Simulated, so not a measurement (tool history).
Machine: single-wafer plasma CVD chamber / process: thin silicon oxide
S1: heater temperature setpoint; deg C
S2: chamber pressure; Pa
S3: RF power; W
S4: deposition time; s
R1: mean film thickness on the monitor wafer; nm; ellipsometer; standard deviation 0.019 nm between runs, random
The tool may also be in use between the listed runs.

run	hour	S1	S2	S3	S4	R1
1	0.0	380	120.1	260	4.32	8.0721
2	6.3	380	115.9	260	4.32	7.7849
3	9.2	380	112.5	260	4.32	7.5754
4	12.7	370	112.5	260	4.32	7.6360
5	19.9	370	112.5	290	4.32	7.9293
6	22.8	370	95.9	290	4.32	6.7278
7	28.5	370	95.3	290	4.32	6.6842

The next listed run, before its measurement:
8	33.9	370	94.8	290	4.32	?

For run 8 the tool returned R1 6.6138 nm.

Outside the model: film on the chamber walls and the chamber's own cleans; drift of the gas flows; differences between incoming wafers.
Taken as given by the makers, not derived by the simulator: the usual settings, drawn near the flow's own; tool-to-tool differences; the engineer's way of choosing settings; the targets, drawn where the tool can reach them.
